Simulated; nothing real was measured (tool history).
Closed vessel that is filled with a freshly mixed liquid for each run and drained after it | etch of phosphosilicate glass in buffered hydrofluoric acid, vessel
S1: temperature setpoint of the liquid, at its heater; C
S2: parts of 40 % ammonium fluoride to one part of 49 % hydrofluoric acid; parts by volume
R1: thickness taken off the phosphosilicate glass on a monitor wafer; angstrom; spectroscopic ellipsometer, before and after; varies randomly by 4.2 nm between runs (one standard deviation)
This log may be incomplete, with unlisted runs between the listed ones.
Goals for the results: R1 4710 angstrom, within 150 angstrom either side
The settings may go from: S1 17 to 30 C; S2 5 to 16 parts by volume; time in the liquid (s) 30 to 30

run 1 day=0 | S1=22 S2=9.5 time_in_the_liquid_(s)=30 | R1=1947.3
run 2 day=0.388 | S1=22 S2=9.5 time_in_the_liquid_(s)=30 | R1=1997.7
run 3 day=0.562 | S1=22 S2=9.5 time_in_the_liquid_(s)=30 | R1=1985.2
run 4 day=0.667 | S1=22 S2=9.5 time_in_the_liquid_(s)=30 | R1=1991.8
run 5 day=0.771 | S1=24.5 S2=8 time_in_the_liquid_(s)=30 | R1=2678.2
run 6 day=1.104 | S1=26.5 S2=7 time_in_the_liquid_(s)=30 | R1=3363.2
run 7 day=1.221 | S1=30 S2=5.5 time_in_the_liquid_(s)=30 | R1=5125.9
run 8 day=1.533 | S1=29.5 S2=5.5 time_in_the_liquid_(s)=30 | R1=4929.3

Which of these 5 next moves meets every target?
run A day=1.846 | S1=29 S2=6 time_in_the_liquid_(s)=30 | R1=?
run B day=1.846 | S1=25.5 S2=5 time_in_the_liquid_(s)=30 | R1=?
run C day=1.846 | S1=28.5 S2=5.5 time_in_the_liquid_(s)=30 | R1=?
run D day=1.846 | S1=30 S2=6.5 time_in_the_liquid_(s)=30 | R1=?
run E day=1.846 | S1=28.5 S2=6 time_in_the_liquid_(s)=30 | R1=?

move=A R1=4493.3
move=B R1=4350.6
move=C R1=4710.6
move=D R1=4419.1
move=E R1=4376.4
A: takes the result that was furthest off past its target
B: takes the result that was furthest off past its target
C: every result within its allowed miss
D: takes the result that was furthest off past its target
E: takes the result that was furthest off past its target
Move C is the one to make.

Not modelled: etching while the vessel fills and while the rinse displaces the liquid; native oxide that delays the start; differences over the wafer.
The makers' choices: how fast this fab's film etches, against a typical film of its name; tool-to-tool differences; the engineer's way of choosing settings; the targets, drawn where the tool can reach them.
